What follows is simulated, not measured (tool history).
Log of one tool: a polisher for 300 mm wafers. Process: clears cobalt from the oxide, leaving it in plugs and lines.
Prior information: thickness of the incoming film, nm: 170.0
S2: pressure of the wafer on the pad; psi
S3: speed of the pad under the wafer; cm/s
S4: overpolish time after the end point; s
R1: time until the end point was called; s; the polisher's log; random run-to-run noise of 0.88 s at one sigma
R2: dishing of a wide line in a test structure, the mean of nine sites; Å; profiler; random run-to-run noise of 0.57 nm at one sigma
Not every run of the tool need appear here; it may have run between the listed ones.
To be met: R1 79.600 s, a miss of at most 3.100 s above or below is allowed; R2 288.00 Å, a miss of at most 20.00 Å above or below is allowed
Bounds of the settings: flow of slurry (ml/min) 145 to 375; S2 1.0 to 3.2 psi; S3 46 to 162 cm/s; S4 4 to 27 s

{"run": 1, "day": 0.0, "flow of slurry (ml/min)": 240, "S2": 2.1, "S3": 104, "S4": 14, "R1": 32.107, "R2": 423.19}
{"run": 2, "day": 0.258, "flow of slurry (ml/min)": 240, "S2": 2.5, "S3": 104, "S4": 14, "R1": 27.299, "R2": 450.85}
{"run": 3, "day": 0.521, "flow of slurry (ml/min)": 240, "S2": 2.3, "S3": 96, "S4": 14, "R1": 31.507, "R2": 417.12}
{"run": 4, "day": 0.808, "flow of slurry (ml/min)": 240, "S2": 2.1, "S3": 96, "S4": 14, "R1": 34.916, "R2": 381.88}
{"run": 5, "day": 0.858, "flow of slurry (ml/min)": 240, "S2": 2.3, "S3": 96, "S4": 14, "R1": 31.53, "R2": 406.78}
{"run": 6, "day": 0.975, "flow of slurry (ml/min)": 240, "S2": 2.1, "S3": 96, "S4": 14, "R1": 33.986, "R2": 398.52}
{"run": 7, "day": 1.225, "flow of slurry (ml/min)": 240, "S2": 2.1, "S3": 96, "S4": 14, "R1": 34.05, "R2": 405.88}
{"run": 8, "day": 1.583, "flow of slurry (ml/min)": 235, "S2": 1.9, "S3": 88, "S4": 14, "R1": 41.056, "R2": 360.78}

Exactly one of the 5 candidate moves below puts every result within its allowed miss. Which one?
{"run": "A", "day": 1.942, "flow of slurry (ml/min)": 245, "S2": 1.4, "S3": 64, "S4": 22, "R1": "?", "R2": "?"}
{"run": "B", "day": 1.942, "flow of slurry (ml/min)": 255, "S2": 1.1, "S3": 74, "S4": 19, "R1": "?", "R2": "?"}
{"run": "C", "day": 1.942, "flow of slurry (ml/min)": 190, "S2": 1.0, "S3": 82, "S4": 23, "R1": "?", "R2": "?"}
{"run": "D", "day": 1.942, "flow of slurry (ml/min)": 150, "S2": 1.3, "S3": 68, "S4": 24, "R1": "?", "R2": "?"}
{"run": "E", "day": 1.942, "flow of slurry (ml/min)": 195, "S2": 1.4, "S3": 68, "S4": 17, "R1": "?", "R2": "?"}

move=A R1=72.371 R2=324.45
move=B R1=77.601 R2=279.80
move=C R1=78.995 R2=315.50
move=D R1=77.810 R2=327.59
move=E R1=70.148 R2=277.40
A: closes in on the targets versus the last run, not all within tolerance yet
B: each result inside its tolerance
C: brings the result that was furthest off to its target, and leaves another outside
D: brings the result that was furthest off to its target, and leaves another outside
E: closes in on the targets versus the last run, not all within tolerance yet
Go with B: it meets all targets.

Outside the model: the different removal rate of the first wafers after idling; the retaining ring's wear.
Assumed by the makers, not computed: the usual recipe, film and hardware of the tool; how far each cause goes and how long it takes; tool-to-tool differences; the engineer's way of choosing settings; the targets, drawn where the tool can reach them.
